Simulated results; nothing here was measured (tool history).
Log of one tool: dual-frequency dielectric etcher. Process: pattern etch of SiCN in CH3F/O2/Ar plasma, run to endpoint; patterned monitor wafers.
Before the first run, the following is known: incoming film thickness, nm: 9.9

Run 1, day 0: source power (W) 440, bias power (W) 77. Result: endpoint time (s) 24.121.
Run 2, day 0.167: source power (W) 400, bias power (W) 77. Result: endpoint time (s) 25.174.
Run 3, day 0.504: source power (W) 440, bias power (W) 77. Result: endpoint time (s) 24.052.
Run 4, day 0.546: source power (W) 440, bias power (W) 86. Result: endpoint time (s) 23.301.
Run 5, day 0.708: source power (W) 420, bias power (W) 85. Result: endpoint time (s) 24.134.
Run 6, day 0.846: source power (W) 420, bias power (W) 93. Result: endpoint time (s) 23.406.
Run 7, day 1.083: source power (W) 400, bias power (W) 92. Result: endpoint time (s) 23.609.
Run 8, day 1.288: source power (W) 380, bias power (W) 91. Result: endpoint time (s) 24.308.

Run 9 is up next; what results do you expect?
Run 9, day 1.317: source power (W) 370, bias power (W) 90. Result: endpoint time (s) ?.

{"run 9": {"endpoint time (s)": 24.615}}
